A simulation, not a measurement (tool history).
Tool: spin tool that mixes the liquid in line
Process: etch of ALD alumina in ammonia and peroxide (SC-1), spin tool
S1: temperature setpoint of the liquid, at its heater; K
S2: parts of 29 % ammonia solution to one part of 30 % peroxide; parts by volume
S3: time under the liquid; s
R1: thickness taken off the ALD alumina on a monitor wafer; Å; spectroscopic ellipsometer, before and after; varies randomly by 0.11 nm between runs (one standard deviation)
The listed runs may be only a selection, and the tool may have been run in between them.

run 1 day=0.000 | S1=330.15 S2=0.45 S3=100 | R1=67.193
run 2 day=0.238 | S1=330.15 S2=0.55 S3=100 | R1=67.748
run 3 day=0.338 | S1=330.15 S2=0.45 S3=100 | R1=68.007
run 4 day=0.575 | S1=330.15 S2=0.45 S3=100 | R1=66.267
run 5 day=0.646 | S1=330.15 S2=0.50 S3=100 | R1=67.508
run 6 day=0.833 | S1=336.15 S2=0.50 S3=100 | R1=93.446
run 7 day=0.988 | S1=337.15 S2=0.50 S3=100 | R1=96.546
run 8 day=1.317 | S1=337.15 S2=0.50 S3=100 | R1=96.814
run 9 day=1.600 | S1=338.15 S2=0.50 S3=100 | R1=102.570
run 10 day=1.775 | S1=339.15 S2=0.50 S3=100 | R1=108.740

For run 11, what comes out?
run 11 day=1.871 | S1=339.65 S2=0.50 S3=100 | R1=?

For run 11 the tool returned R1 110.830 Å.
